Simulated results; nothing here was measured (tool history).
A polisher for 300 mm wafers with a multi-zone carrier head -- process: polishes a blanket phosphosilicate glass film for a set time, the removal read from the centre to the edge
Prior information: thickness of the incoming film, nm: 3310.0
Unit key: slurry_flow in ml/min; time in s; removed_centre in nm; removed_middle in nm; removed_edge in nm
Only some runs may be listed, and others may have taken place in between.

run	hour	slurry_flow	centre_zone	middle_zone	edge_zone	slurry_solids	time	removed_centre	removed_middle	removed_edge
1	0.0	175	1.00	1.00	1.00	1.00	33	281.16	280.11	280.98
2	3.2	175	1.00	1.00	1.00	1.00	25	211.31	210.71	208.53
3	5.1	150	1.00	1.00	1.00	1.00	25	207.89	200.23	207.10
4	9.9	150	1.00	1.08	1.00	1.00	25	205.41	222.30	204.24
5	18.2	150	1.00	1.08	1.03	1.00	25	206.52	216.58	209.79
6	22.7	150	1.00	1.08	1.03	1.15	25	213.29	229.40	216.78
7	24.3	160	1.02	1.05	1.06	1.20	27	242.77	249.72	246.62
8	28.4	170	1.04	1.02	1.08	1.25	28	264.65	253.29	267.51
9	30.7	180	1.06	1.01	1.10	1.30	29	284.93	263.02	284.17
10	33.2	190	1.07	1.00	1.11	1.35	30	305.22	290.05	301.11
11	38.3	195	1.08	0.98	1.12	1.40	31	324.71	294.86	313.82
12	40.2	190	1.09	0.96	1.13	1.40	32	333.90	293.05	322.13
# hour 47.4: slurry nozzle cleaned
13	47.4	190	1.09	0.96	1.13	1.40	32	352.74	303.67	338.79

Run 14 has not been measured yet. What should we expect?
14	49.4	190	1.09	0.95	1.14	1.40	32	?	?	?

removed_centre: 354.72 nm
removed_middle: 302.08 nm
removed_edge: 339.53 nm

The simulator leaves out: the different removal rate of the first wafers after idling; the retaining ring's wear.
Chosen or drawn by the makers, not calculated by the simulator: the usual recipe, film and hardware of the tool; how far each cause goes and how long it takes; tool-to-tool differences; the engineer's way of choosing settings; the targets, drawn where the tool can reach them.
